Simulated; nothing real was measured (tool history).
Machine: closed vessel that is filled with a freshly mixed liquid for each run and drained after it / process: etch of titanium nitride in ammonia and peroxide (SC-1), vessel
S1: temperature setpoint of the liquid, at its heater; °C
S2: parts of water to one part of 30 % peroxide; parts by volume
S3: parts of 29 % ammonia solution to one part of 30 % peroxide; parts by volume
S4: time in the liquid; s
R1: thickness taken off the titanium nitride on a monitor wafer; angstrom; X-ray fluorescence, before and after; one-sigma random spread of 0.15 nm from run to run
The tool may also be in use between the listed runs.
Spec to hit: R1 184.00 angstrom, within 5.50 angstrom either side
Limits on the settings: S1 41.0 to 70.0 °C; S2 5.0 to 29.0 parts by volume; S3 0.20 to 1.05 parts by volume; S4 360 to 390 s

run,hour,S1,S2,S3,S4,R1
1,0.0,57.0,16.0,0.55,360,209.27
2,7.8,50.5,16.0,0.55,360,137.73
3,14.6,50.5,16.0,0.70,360,143.84
4,23.9,51.5,16.0,0.70,360,151.64
5,27.4,51.5,16.0,0.80,360,153.57
6,33.2,55.5,16.0,0.80,360,208.74
7,35.0,55.0,16.0,0.80,360,199.58
8,37.2,54.5,16.0,0.80,360,191.10

Exactly one of the 4 candidate moves below puts every result within its allowed miss. Which one?
A,39.4,55.0,23.0,1.05,360,?
B,39.4,55.0,19.5,0.95,385,?
C,39.4,53.0,16.0,0.70,360,?
D,39.4,56.5,19.5,0.55,360,?

move,R1
A,170.06
B,195.66
C,168.59
D,183.48
A: carries the result that was furthest off beyond its target, to the other side
B: lands further from the targets than the last run did
C: carries the result that was furthest off beyond its target, to the other side
D: all results land within tolerance of their targets
The right move is D.
